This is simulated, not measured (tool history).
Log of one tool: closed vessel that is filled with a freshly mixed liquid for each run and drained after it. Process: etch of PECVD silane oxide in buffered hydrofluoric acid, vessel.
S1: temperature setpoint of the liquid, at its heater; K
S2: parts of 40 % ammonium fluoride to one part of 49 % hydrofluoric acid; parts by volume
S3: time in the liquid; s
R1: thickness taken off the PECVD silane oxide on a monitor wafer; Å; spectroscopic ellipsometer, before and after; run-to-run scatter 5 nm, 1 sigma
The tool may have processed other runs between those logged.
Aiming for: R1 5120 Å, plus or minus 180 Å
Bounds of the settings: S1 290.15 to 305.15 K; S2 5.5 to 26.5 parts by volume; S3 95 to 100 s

{"run": 1, "hour": 0.0, "S1": 297.15, "S2": 16, "S3": 95, "R1": 2139.1}
{"run": 2, "hour": 4.1, "S1": 297.15, "S2": 13, "S3": 95, "R1": 2606.8}
{"run": 3, "hour": 9.7, "S1": 299.15, "S2": 12, "S3": 95, "R1": 3189.1}
{"run": 4, "hour": 14.5, "S1": 299.15, "S2": 12, "S3": 100, "R1": 3345.3}
{"run": 5, "hour": 15.6, "S1": 299.15, "S2": 12, "S3": 100, "R1": 3298}
{"run": 6, "hour": 16.4, "S1": 299.15, "S2": 15, "S3": 100, "R1": 2691.3}
{"run": 7, "hour": 19.2, "S1": 300.65, "S2": 13.5, "S3": 100, "R1": 3146.3}
{"run": 8, "hour": 25.4, "S1": 301.65, "S2": 12, "S3": 100, "R1": 3781.2}
{"run": 9, "hour": 30.4, "S1": 302.65, "S2": 11.5, "S3": 100, "R1": 4184}
{"run": 10, "hour": 36.3, "S1": 303.15, "S2": 11, "S3": 100, "R1": 4423.4}
{"run": 11, "hour": 43.3, "S1": 303.65, "S2": 11, "S3": 100, "R1": 4576}

Consider the 4 candidate settings below. Which is the only one whose results all fall within their allowed miss of target?
{"run": "A", "hour": 50.3, "S1": 303.15, "S2": 12.5, "S3": 95, "R1": "?"}
{"run": "B", "hour": 50.3, "S1": 303.15, "S2": 10, "S3": 95, "R1": "?"}
{"run": "C", "hour": 50.3, "S1": 303.65, "S2": 9, "S3": 95, "R1": "?"}
{"run": "D", "hour": 50.3, "S1": 303.65, "S2": 10, "S3": 95, "R1": "?"}

move=A R1=3784.9
move=B R1=4703.5
move=C R1=5158.2
move=D R1=4828.2
A: misses by more than the last run did
B: better than the last run, though not everything is in spec
C: all results land within tolerance of their targets
D: better than the last run, though not everything is in spec
Answer: C

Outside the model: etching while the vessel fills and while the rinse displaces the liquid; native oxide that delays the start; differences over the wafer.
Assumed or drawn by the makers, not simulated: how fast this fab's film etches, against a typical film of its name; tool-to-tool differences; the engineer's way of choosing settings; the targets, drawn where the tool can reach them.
